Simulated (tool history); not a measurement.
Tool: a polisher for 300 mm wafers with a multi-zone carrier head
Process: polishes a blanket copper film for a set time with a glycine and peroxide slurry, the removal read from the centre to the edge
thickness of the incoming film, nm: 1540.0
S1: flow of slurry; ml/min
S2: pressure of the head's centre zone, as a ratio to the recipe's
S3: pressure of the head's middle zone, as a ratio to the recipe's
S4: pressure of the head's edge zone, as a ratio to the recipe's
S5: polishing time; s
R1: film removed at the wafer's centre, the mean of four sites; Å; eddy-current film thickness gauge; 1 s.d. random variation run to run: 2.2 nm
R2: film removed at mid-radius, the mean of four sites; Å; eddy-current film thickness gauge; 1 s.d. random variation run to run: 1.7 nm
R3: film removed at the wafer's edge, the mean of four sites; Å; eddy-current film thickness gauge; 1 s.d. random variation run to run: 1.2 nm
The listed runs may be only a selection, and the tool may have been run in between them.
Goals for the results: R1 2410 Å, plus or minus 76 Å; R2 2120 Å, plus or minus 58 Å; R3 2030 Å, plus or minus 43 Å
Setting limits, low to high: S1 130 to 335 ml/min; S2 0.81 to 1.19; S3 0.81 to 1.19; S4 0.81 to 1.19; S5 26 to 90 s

| run | hour | S1 | S2 | S3 | S4 | S5 | R1 | R2 | R3 |
|---|---|---|---|---|---|---|---|---|---|
| 1 | 0 | 215 | 1 | 1 | 1 | 58 | 3776 | 3804.1 | 3734.7 |
| 2 | 2.1 | 215 | 0.95 | 1 | 1 | 58 | 3530.6 | 3812.4 | 3765.3 |
| 3 | 9.9 | 215 | 0.95 | 1 | 1 | 70 | 4240.4 | 4585.6 | 4525.4 |
| 4 | 16.6 | 205 | 0.99 | 0.98 | 0.94 | 55 | 3499.6 | 3532.9 | 3444.5 |
| 5 | 17.7 | 200 | 1.02 | 0.96 | 0.9 | 45 | 2939.1 | 2858.5 | 2768.8 |
| 6 | 23.9 | 200 | 1.02 | 0.96 | 0.86 | 45 | 2911.5 | 2870.4 | 2660.8 |
| 7 | 28 | 200 | 1.04 | 0.94 | 0.84 | 40 | 2678.3 | 2486.3 | 2382.9 |
| 8 | 33.4 | 195 | 1.05 | 0.94 | 0.83 | 38 | 2527.8 | 2362.5 | 2242.7 |
| 9 | 36.5 | 180 | 1.07 | 0.94 | 0.82 | 37 | 2517.8 | 2272.7 | 2149.3 |
| 10 | 43.1 | 135 | 1.07 | 0.92 | 0.81 | 35 | 2288.9 | 2057 | 1988.7 |
| 11 | 47.5 | 145 | 1.08 | 0.92 | 0.81 | 35 | 2314.4 | 2098 | 1997.7 |

Consider the 5 candidate settings below. Which is the only one whose results all fall within their allowed miss of target?
| A | 51.9 | 130 | 1.08 | 0.97 | 0.89 | 34 | ? | ? | ? |
| B | 51.9 | 190 | 1.14 | 0.89 | 0.81 | 34 | ? | ? | ? |
| C | 51.9 | 135 | 1.03 | 0.93 | 0.82 | 35 | ? | ? | ? |
| D | 51.9 | 165 | 1.1 | 0.93 | 0.83 | 35 | ? | ? | ? |
| E | 51.9 | 135 | 1.01 | 0.9 | 0.81 | 36 | ? | ? | ? |

| move | R1 | R2 | R3 |
|---|---|---|---|
| A | 2250.6 | 2090.6 | 1992.4 |
| B | 2476.3 | 2030.4 | 1964.9 |
| C | 2217.7 | 2091.9 | 1983.5 |
| D | 2422.9 | 2133 | 2023.2 |
| E | 2236 | 2098.5 | 2030.1 |
A: lands further from the targets than the last run did
B: meets the target for the result that was furthest off, but another lies outside its allowed miss
C: lands further from the targets than the last run did
D: in spec on every target
E: lands further from the targets than the last run did
The move that meets every target is D.

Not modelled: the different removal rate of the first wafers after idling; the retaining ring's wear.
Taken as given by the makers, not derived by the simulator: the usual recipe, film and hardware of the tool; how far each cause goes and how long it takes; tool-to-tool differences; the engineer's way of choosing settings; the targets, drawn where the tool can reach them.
